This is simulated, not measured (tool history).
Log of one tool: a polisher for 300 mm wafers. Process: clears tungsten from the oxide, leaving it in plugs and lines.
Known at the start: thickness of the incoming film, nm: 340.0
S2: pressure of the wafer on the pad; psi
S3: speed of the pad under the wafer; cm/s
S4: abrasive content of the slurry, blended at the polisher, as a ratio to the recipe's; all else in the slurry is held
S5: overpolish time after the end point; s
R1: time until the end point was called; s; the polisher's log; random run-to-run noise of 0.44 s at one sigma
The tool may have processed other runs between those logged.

{"run": 1, "hour": 0.0, "flow of slurry (ml/min)": 160, "S2": 4.2, "S3": 96, "S4": 1, "S5": 34, "R1": 60.818}
{"run": 2, "hour": 3.5, "flow of slurry (ml/min)": 165, "S2": 4.4, "S3": 96, "S4": 1, "S5": 34, "R1": 58.315}
{"run": 3, "hour": 10.7, "flow of slurry (ml/min)": 165, "S2": 4.6, "S3": 96, "S4": 1, "S5": 34, "R1": 56.156}
{"run": 4, "hour": 14.1, "flow of slurry (ml/min)": 165, "S2": 4.7, "S3": 96, "S4": 1, "S5": 34, "R1": 55.323}
{"run": 5, "hour": 17.7, "flow of slurry (ml/min)": 170, "S2": 4.8, "S3": 96, "S4": 1, "S5": 34, "R1": 53.783}
{"run": 6, "hour": 25.5, "flow of slurry (ml/min)": 170, "S2": 4.8, "S3": 96, "S4": 1.1, "S5": 34, "R1": 52.841}

Run 7, settings as shown, results not yet in. Your forecast:
{"run": 7, "hour": 28.4, "flow of slurry (ml/min)": 170, "S2": 4.8, "S3": 96, "S4": 1.1, "S5": 34, "R1": "?"}

Run 7 yielded R1 52.692 s.
